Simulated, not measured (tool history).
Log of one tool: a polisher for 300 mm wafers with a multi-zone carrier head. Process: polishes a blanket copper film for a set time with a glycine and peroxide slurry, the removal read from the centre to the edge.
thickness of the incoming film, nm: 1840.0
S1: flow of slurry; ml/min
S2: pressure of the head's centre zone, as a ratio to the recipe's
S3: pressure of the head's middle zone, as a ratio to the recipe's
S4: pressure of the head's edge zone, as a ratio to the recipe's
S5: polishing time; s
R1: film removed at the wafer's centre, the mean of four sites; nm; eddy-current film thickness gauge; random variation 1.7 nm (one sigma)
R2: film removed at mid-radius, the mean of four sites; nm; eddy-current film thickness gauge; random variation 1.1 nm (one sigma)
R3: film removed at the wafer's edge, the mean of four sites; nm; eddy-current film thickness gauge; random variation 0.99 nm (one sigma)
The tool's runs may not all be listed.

{"run": 1, "day": 0.0, "S1": 220, "S2": 1.0, "S3": 1.0, "S4": 1.0, "S5": 63, "R1": 145.04, "R2": 151.41, "R3": 149.33}
{"run": 2, "day": 0.333, "S1": 220, "S2": 1.0, "S3": 1.0, "S4": 1.0, "S5": 75, "R1": 174.02, "R2": 179.7, "R3": 179.02}
{"run": 3, "day": 0.521, "S1": 215, "S2": 0.98, "S3": 1.01, "S4": 0.96, "S5": 72, "R1": 164.12, "R2": 173.31, "R3": 165.96}
{"run": 4, "day": 0.588, "S1": 255, "S2": 0.98, "S3": 1.01, "S4": 0.96, "S5": 72, "R1": 165.0, "R2": 176.56, "R3": 168.29}
{"run": 5, "day": 0.804, "S1": 250, "S2": 0.96, "S3": 1.01, "S4": 0.93, "S5": 70, "R1": 158.78, "R2": 173.8, "R3": 158.86}
{"run": 6, "day": 0.938, "S1": 270, "S2": 0.96, "S3": 1.01, "S4": 0.93, "S5": 70, "R1": 162.53, "R2": 173.15, "R3": 161.91}
{"run": 7, "day": 1.175, "S1": 255, "S2": 0.93, "S3": 1.0, "S4": 0.9, "S5": 69, "R1": 156.88, "R2": 170.79, "R3": 155.44}
{"run": 8, "day": 1.308, "S1": 215, "S2": 0.83, "S3": 0.93, "S4": 0.82, "S5": 64, "R1": 123.62, "R2": 146.05, "R3": 135.85}
{"run": 9, "day": 1.408, "S1": 225, "S2": 0.84, "S3": 0.94, "S4": 0.82, "S5": 64, "R1": 129.42, "R2": 147.93, "R3": 136.12}

Run 10 comes next. What will it give?
{"run": 10, "day": 1.579, "S1": 230, "S2": 0.84, "S3": 0.95, "S4": 0.82, "S5": 64, "R1": "?", "R2": "?", "R3": "?"}

R1: 129.54 nm
R2: 149.79 nm
R3: 135.97 nm
